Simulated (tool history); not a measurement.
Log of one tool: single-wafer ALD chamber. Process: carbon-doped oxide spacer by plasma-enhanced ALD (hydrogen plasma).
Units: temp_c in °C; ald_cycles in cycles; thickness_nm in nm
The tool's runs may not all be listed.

{"run": 1, "hour": 0.0, "temp_c": 375, "ald_cycles": 512, "thickness_nm": 26.38}
{"run": 2, "hour": 6.7, "temp_c": 375, "ald_cycles": 525, "thickness_nm": 27.013}
{"run": 3, "hour": 8.2, "temp_c": 375, "ald_cycles": 454, "thickness_nm": 23.439}
{"run": 4, "hour": 17.4, "temp_c": 375, "ald_cycles": 477, "thickness_nm": 24.546}
{"run": 5, "hour": 26.7, "temp_c": 375, "ald_cycles": 424, "thickness_nm": 21.718}
{"run": 6, "hour": 32.3, "temp_c": 375, "ald_cycles": 482, "thickness_nm": 24.785}
{"run": 7, "hour": 35.5, "temp_c": 375, "ald_cycles": 564, "thickness_nm": 29.189}
{"run": 8, "hour": 44.1, "temp_c": 375, "ald_cycles": 569, "thickness_nm": 29.319}

Forecast run 9:
{"run": 9, "hour": 48.1, "temp_c": 375, "ald_cycles": 573, "thickness_nm": "?"}

Run 9 gave thickness_nm 29.531 nm.

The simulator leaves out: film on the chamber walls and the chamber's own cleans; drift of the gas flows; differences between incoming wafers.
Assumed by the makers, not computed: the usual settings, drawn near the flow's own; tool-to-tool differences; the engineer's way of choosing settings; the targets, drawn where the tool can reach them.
